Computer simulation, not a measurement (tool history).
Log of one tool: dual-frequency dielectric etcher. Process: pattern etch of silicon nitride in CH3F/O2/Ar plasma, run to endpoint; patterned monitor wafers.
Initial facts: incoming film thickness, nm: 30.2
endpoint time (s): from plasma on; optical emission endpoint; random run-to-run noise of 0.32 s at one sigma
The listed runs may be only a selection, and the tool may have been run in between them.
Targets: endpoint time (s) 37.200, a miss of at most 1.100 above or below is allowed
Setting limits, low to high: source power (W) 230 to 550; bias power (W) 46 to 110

run	day	source power (W)	bias power (W)	endpoint time (s)
1	0.000	390	78	39.848
2	0.279	320	78	45.945
3	0.483	320	90	43.324
4	0.771	320	81	45.680
5	0.946	370	81	40.679
6	1.142	330	81	44.234
7	1.204	330	81	44.125
8	1.579	340	81	43.272
9	1.842	350	81	42.515
10	2.125	360	81	41.770
11	2.200	360	81	41.574
# day 2.450: wet clean of the chamber
12	2.450	370	81	42.014
13	2.542	380	82	41.121

Exercise: of the 4 proposed moves below, exactly one satisfies all targets within the stated allowed misses. Which move is it?
A	2.633	410	84	?
B	2.633	500	84	?
C	2.633	510	85	?
D	2.633	430	93	?

move	endpoint time (s)
A	40.102
B	35.893
C	35.370
D	37.625
A: closer than the last run, but not yet in spec
B: moves the result that the last run missed by most past its target, out the other side
C: moves the result that the last run missed by most past its target, out the other side
D: every result lands within tolerance
The move that meets every target is D.

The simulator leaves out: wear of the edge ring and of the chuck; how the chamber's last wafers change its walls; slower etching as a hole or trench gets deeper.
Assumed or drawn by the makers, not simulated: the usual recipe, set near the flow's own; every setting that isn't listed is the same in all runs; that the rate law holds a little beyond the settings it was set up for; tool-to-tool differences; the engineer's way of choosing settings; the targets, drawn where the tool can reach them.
